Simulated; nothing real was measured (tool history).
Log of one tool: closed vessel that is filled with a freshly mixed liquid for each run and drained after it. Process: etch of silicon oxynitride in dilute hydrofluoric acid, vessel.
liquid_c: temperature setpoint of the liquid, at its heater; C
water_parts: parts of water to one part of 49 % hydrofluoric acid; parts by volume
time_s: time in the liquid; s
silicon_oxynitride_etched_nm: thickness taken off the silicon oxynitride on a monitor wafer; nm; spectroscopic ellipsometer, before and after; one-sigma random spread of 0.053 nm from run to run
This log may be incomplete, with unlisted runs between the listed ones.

| run | hour | liquid_c | water_parts | time_s | silicon_oxynitride_etched_nm |
|---|---|---|---|---|---|
| 1 | 0 | 23 | 270 | 700 | 6.4538 |
| 2 | 8.5 | 23 | 325 | 700 | 5.0507 |
| 3 | 11.8 | 25 | 320 | 700 | 5.6549 |
| 4 | 17.9 | 25 | 320 | 490 | 3.9386 |
| 5 | 26.5 | 26.5 | 320 | 490 | 4.2163 |
| 6 | 31.4 | 26.5 | 285 | 490 | 4.8509 |

Predict the results of run 7:
| 7 | 39 | 26.5 | 255 | 490 | ? |

{"run 7": {"silicon_oxynitride_etched_nm": 5.5275}}
